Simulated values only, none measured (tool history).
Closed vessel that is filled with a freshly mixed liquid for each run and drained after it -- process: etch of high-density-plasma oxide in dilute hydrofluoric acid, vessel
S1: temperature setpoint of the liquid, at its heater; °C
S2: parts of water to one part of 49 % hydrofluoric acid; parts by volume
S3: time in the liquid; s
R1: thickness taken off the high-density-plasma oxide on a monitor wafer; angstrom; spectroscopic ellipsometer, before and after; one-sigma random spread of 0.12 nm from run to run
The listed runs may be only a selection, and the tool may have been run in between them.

{"run": 1, "hour": 0.0, "S1": 24, "S2": 55, "S3": 95, "R1": 97.265}
{"run": 2, "hour": 2.3, "S1": 27.5, "S2": 55, "S3": 95, "R1": 112.49}
{"run": 3, "hour": 3.4, "S1": 28, "S2": 50, "S3": 95, "R1": 126.31}
{"run": 4, "hour": 5.0, "S1": 31.5, "S2": 50, "S3": 95, "R1": 146.99}
{"run": 5, "hour": 11.1, "S1": 32, "S2": 35, "S3": 95, "R1": 216.44}
{"run": 6, "hour": 18.7, "S1": 29.5, "S2": 35, "S3": 95, "R1": 196.7}
{"run": 7, "hour": 24.3, "S1": 31, "S2": 35, "S3": 95, "R1": 209.67}
{"run": 8, "hour": 31.9, "S1": 31.5, "S2": 35, "S3": 95, "R1": 212.25}
{"run": 9, "hour": 39.2, "S1": 32, "S2": 35, "S3": 95, "R1": 216.25}
{"run": 10, "hour": 48.4, "S1": 32, "S2": 30, "S3": 95, "R1": 256.25}

Run 11, settings as shown, results not yet in. Your forecast:
{"run": 11, "hour": 54.3, "S1": 30.5, "S2": 30, "S3": 95, "R1": "?"}

Run 11 produced R1 239.89 angstrom.
